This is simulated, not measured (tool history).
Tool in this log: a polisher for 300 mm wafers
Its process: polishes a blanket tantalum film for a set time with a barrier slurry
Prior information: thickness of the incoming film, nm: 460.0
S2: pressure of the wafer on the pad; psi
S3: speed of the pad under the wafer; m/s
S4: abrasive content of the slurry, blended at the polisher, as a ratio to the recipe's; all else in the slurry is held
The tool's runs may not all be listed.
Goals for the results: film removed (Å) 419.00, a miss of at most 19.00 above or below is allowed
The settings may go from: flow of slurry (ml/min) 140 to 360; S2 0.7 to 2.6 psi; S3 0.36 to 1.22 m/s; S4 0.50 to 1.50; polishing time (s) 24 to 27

run 1 hour=0.0 | flow_of_slurry_(ml/min)=230 S2=1.6 S3=0.78 S4=1.00 polishing_time_(s)=27 | film_removed_(Å)=310.71
run 2 hour=0.8 | flow_of_slurry_(ml/min)=230 S2=1.2 S3=0.78 S4=1.00 polishing_time_(s)=27 | film_removed_(Å)=233.35
run 3 hour=1.5 | flow_of_slurry_(ml/min)=230 S2=1.4 S3=0.78 S4=1.00 polishing_time_(s)=27 | film_removed_(Å)=278.67
run 4 hour=7.5 | flow_of_slurry_(ml/min)=230 S2=1.5 S3=0.78 S4=1.00 polishing_time_(s)=27 | film_removed_(Å)=290.36
run 5 hour=14.7 | flow_of_slurry_(ml/min)=230 S2=1.5 S3=0.78 S4=1.00 polishing_time_(s)=27 | film_removed_(Å)=293.31
run 6 hour=16.7 | flow_of_slurry_(ml/min)=210 S2=1.5 S3=0.78 S4=1.00 polishing_time_(s)=27 | film_removed_(Å)=291.00
run 7 hour=20.1 | flow_of_slurry_(ml/min)=210 S2=1.6 S3=0.78 S4=1.00 polishing_time_(s)=27 | film_removed_(Å)=306.96
run 8 hour=25.2 | flow_of_slurry_(ml/min)=215 S2=1.7 S3=0.78 S4=1.00 polishing_time_(s)=27 | film_removed_(Å)=320.58
run 9 hour=27.9 | flow_of_slurry_(ml/min)=220 S2=1.8 S3=0.78 S4=1.00 polishing_time_(s)=27 | film_removed_(Å)=336.88
run 10 hour=29.9 | flow_of_slurry_(ml/min)=220 S2=1.9 S3=0.78 S4=1.00 polishing_time_(s)=27 | film_removed_(Å)=366.01
run 11 hour=35.0 | flow_of_slurry_(ml/min)=220 S2=2.0 S3=0.78 S4=1.00 polishing_time_(s)=27 | film_removed_(Å)=381.13

Exercise: of the 5 proposed moves below, exactly one satisfies all targets within the stated allowed misses. Which move is it?
run A hour=40.1 | flow_of_slurry_(ml/min)=230 S2=2.3 S3=0.84 S4=1.05 polishing_time_(s)=24 | film_removed_(Å)=?
run B hour=40.1 | flow_of_slurry_(ml/min)=205 S2=2.1 S3=0.76 S4=0.85 polishing_time_(s)=27 | film_removed_(Å)=?
run C hour=40.1 | flow_of_slurry_(ml/min)=210 S2=2.1 S3=0.88 S4=1.05 polishing_time_(s)=27 | film_removed_(Å)=?
run D hour=40.1 | flow_of_slurry_(ml/min)=165 S2=2.0 S3=0.96 S4=0.90 polishing_time_(s)=24 | film_removed_(Å)=?
run E hour=40.1 | flow_of_slurry_(ml/min)=185 S2=1.8 S3=0.84 S4=1.05 polishing_time_(s)=27 | film_removed_(Å)=?

move=A film_removed_(Å)=418.65
move=B film_removed_(Å)=363.31
move=C film_removed_(Å)=445.37
move=D film_removed_(Å)=378.95
move=E film_removed_(Å)=359.25
A: every result lands within tolerance
B: further off than the last run
C: moves the result that the last run missed by most past its target, out the other side
D: further off than the last run
E: further off than the last run
Answer: A
